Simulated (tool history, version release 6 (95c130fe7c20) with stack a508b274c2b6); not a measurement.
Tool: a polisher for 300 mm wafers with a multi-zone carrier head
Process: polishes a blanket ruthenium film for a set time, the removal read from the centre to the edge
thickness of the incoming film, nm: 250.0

run  hour  flow of slurry (ml/min)  pressure of the head's centre zone  pressure of the head's middle zone  pressure of the head's edge zone  polishing time (s)  film removed at the wafer's centre (Å)  film removed at mid-radius (Å)  film removed at the wafer's edge (Å)
  1   0.0                      235                                1.00                                1.00                              1.00                  53                                  684.31                          699.01                                737.73
  2   5.1                      285                                1.00                                1.00                              1.00                  53                                  711.27                          716.01                                750.37
  3  10.5                      280                                0.99                                0.98                              0.97                  48                                  640.08                          647.93                                664.00
  4  12.7                      280                                0.99                                1.05                              0.97                  48                                  634.08                          683.06                                665.10
  5  14.3                      270                                0.98                                1.01                              0.96                  44                                  567.03                          600.24                                617.91
  6  22.2                      270                                0.98                                1.05                              0.96                  44                                  576.15                          617.71                                600.61
  7  27.9                      265                                0.98                                1.03                              0.94                  41                                  535.81                          563.69                                557.87
  8  32.7                      255                                0.97                                1.01                              0.92                  39                                  497.51                          529.68                                523.04
  9  41.6                      245                                0.97                                0.98                              0.90                  38                                  489.10                          505.59                                510.19

Forecast run 10:
 10  43.4                      240                                0.96                                0.96                              0.89                  37                                       ?                               ?                                     ?

film removed at the wafer's centre (Å): 470.39
film removed at mid-radius (Å): 483.10
film removed at the wafer's edge (Å): 484.68
